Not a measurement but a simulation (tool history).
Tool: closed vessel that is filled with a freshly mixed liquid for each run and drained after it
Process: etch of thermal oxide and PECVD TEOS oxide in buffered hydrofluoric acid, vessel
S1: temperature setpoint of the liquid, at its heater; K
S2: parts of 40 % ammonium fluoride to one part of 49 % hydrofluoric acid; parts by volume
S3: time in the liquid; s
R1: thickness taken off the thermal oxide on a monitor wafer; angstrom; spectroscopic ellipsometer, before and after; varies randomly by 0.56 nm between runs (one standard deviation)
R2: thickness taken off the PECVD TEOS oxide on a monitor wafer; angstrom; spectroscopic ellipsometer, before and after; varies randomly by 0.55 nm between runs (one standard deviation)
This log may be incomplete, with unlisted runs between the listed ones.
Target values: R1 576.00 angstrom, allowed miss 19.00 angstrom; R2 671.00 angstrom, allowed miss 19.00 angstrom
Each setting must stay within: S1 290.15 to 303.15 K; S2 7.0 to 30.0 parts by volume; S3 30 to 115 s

run  hour      S1    S2  S3      R1      R2
  1   0.0  295.15  20.0  60  327.32  378.56
  2   4.8  295.15  24.5  60  284.17  332.46
  3   6.0  297.65  24.5  60  319.40  381.14
  4   9.5  298.65  22.0  60  370.11  434.81
  5  11.3  299.65  20.5  60  406.16  473.02
  6  18.0  296.65  20.5  60  347.84  404.63
  7  20.2  298.15  19.5  60  391.51  459.04
  8  29.1  299.15  18.5  60  436.97  510.88
  9  35.1  300.15  18.0  60  462.66  552.79
 10  42.1  300.65  17.5  60  501.57  583.30
 11  44.1  301.15  17.5  60  505.27  596.09
 12  51.0  301.65  17.5  60  528.24  614.19
 13  57.7  302.15  17.5  60  541.37  626.47
 14  63.9  302.65  17.5  60  560.10  648.66

Which of these 4 next moves meets every target?
  A  70.1  301.65  20.0  70   ?   ?
  B  70.1  303.15  14.5  50   ?   ?
  C  70.1  300.15  20.0  75   ?   ?
  D  70.1  303.15  18.5  60   ?   ?

move      R1      R2
   A  538.32  629.27
   B  570.86  667.31
   C  532.30  622.24
   D  539.38  630.51
A: further off than the last run
B: all results in spec
C: further off than the last run
D: further off than the last run
Answer: B
